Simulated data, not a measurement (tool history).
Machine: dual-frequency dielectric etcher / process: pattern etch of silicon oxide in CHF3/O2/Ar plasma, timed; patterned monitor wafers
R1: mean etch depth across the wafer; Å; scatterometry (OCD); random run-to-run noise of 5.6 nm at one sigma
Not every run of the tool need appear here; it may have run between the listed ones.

run 1 hour=0.0 | source_power_(kW)=0.550 bias_power_(kW)=0.215 etch_time_(s)=683.0 | R1=13567
run 2 hour=8.8 | source_power_(kW)=0.550 bias_power_(kW)=0.215 etch_time_(s)=683.0 | R1=13523
run 3 hour=12.6 | source_power_(kW)=0.510 bias_power_(kW)=0.211 etch_time_(s)=683.0 | R1=12909
run 4 hour=18.7 | source_power_(kW)=0.510 bias_power_(kW)=0.211 etch_time_(s)=711.0 | R1=13365
run 5 hour=25.7 | source_power_(kW)=0.480 bias_power_(kW)=0.210 etch_time_(s)=711.0 | R1=12917
run 6 hour=32.5 | source_power_(kW)=0.460 bias_power_(kW)=0.209 etch_time_(s)=711.0 | R1=12508
run 7 hour=33.4 | source_power_(kW)=0.460 bias_power_(kW)=0.209 etch_time_(s)=711.0 | R1=12588
run 8 hour=41.1 | source_power_(kW)=0.450 bias_power_(kW)=0.208 etch_time_(s)=711.0 | R1=12269
run 9 hour=43.2 | source_power_(kW)=0.440 bias_power_(kW)=0.208 etch_time_(s)=711.0 | R1=12115
run 10 hour=44.9 | source_power_(kW)=0.430 bias_power_(kW)=0.208 etch_time_(s)=711.0 | R1=12077
-- hour=52.4 source power generator calibrated
run 11 hour=52.4 | source_power_(kW)=0.420 bias_power_(kW)=0.208 etch_time_(s)=711.0 | R1=11883

Forecast run 12:
run 12 hour=57.6 | source_power_(kW)=0.360 bias_power_(kW)=0.204 etch_time_(s)=710.5 | R1=?

{"run 12": {"R1": 10476}}
